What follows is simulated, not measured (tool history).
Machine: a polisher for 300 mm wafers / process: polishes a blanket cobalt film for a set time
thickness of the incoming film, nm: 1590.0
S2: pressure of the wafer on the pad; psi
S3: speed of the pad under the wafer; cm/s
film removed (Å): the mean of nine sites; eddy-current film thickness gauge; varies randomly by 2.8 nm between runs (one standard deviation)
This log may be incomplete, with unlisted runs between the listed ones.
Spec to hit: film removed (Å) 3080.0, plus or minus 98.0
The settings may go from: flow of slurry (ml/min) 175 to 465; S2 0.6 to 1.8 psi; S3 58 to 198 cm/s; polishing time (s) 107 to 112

run 1 day=0.000 | flow_of_slurry_(ml/min)=295 S2=1.2 S3=128 polishing_time_(s)=107 | film_removed_(Å)=4390.2
run 2 day=0.133 | flow_of_slurry_(ml/min)=295 S2=1.2 S3=128 polishing_time_(s)=107 | film_removed_(Å)=4375.0
run 3 day=0.221 | flow_of_slurry_(ml/min)=295 S2=1.1 S3=128 polishing_time_(s)=107 | film_removed_(Å)=4177.1
run 4 day=0.483 | flow_of_slurry_(ml/min)=295 S2=1.3 S3=128 polishing_time_(s)=107 | film_removed_(Å)=4676.5
run 5 day=0.729 | flow_of_slurry_(ml/min)=295 S2=1.3 S3=158 polishing_time_(s)=107 | film_removed_(Å)=5715.1
run 6 day=1.033 | flow_of_slurry_(ml/min)=345 S2=1.3 S3=158 polishing_time_(s)=107 | film_removed_(Å)=5853.1
run 7 day=1.208 | flow_of_slurry_(ml/min)=340 S2=1.2 S3=152 polishing_time_(s)=107 | film_removed_(Å)=5354.7
run 8 day=1.325 | flow_of_slurry_(ml/min)=325 S2=1.1 S3=148 polishing_time_(s)=107 | film_removed_(Å)=4784.1
run 9 day=1.462 | flow_of_slurry_(ml/min)=325 S2=0.8 S3=142 polishing_time_(s)=107 | film_removed_(Å)=3751.2
run 10 day=1.671 | flow_of_slurry_(ml/min)=320 S2=0.8 S3=140 polishing_time_(s)=107 | film_removed_(Å)=3693.8
run 11 day=1.946 | flow_of_slurry_(ml/min)=315 S2=0.8 S3=138 polishing_time_(s)=107 | film_removed_(Å)=3655.2
run 12 day=2.108 | flow_of_slurry_(ml/min)=315 S2=0.8 S3=136 polishing_time_(s)=107 | film_removed_(Å)=3561.7
run 13 day=2.404 | flow_of_slurry_(ml/min)=310 S2=0.7 S3=136 polishing_time_(s)=107 | film_removed_(Å)=3316.8
run 14 day=2.621 | flow_of_slurry_(ml/min)=305 S2=0.7 S3=136 polishing_time_(s)=107 | film_removed_(Å)=3298.3
run 15 day=2.900 | flow_of_slurry_(ml/min)=300 S2=0.7 S3=136 polishing_time_(s)=107 | film_removed_(Å)=3223.8
run 16 day=3.258 | flow_of_slurry_(ml/min)=295 S2=0.7 S3=136 polishing_time_(s)=107 | film_removed_(Å)=3288.0
run 17 day=3.508 | flow_of_slurry_(ml/min)=290 S2=0.7 S3=136 polishing_time_(s)=107 | film_removed_(Å)=3212.7
run 18 day=3.604 | flow_of_slurry_(ml/min)=285 S2=0.7 S3=136 polishing_time_(s)=107 | film_removed_(Å)=3268.3

Exactly one of the 4 candidate moves below puts every result within its allowed miss. Which one?
run A day=3.700 | flow_of_slurry_(ml/min)=240 S2=0.7 S3=146 polishing_time_(s)=107 | film_removed_(Å)=?
run B day=3.700 | flow_of_slurry_(ml/min)=280 S2=0.7 S3=142 polishing_time_(s)=107 | film_removed_(Å)=?
run C day=3.700 | flow_of_slurry_(ml/min)=340 S2=0.8 S3=140 polishing_time_(s)=107 | film_removed_(Å)=?
run D day=3.700 | flow_of_slurry_(ml/min)=305 S2=0.7 S3=128 polishing_time_(s)=107 | film_removed_(Å)=?

move=A film_removed_(Å)=3438.2
move=B film_removed_(Å)=3407.2
move=C film_removed_(Å)=3718.1
move=D film_removed_(Å)=3107.3
A: its largest miss is bigger than the last run's
B: its largest miss is bigger than the last run's
C: its largest miss is bigger than the last run's
D: all results in spec
Move D is the one to make.

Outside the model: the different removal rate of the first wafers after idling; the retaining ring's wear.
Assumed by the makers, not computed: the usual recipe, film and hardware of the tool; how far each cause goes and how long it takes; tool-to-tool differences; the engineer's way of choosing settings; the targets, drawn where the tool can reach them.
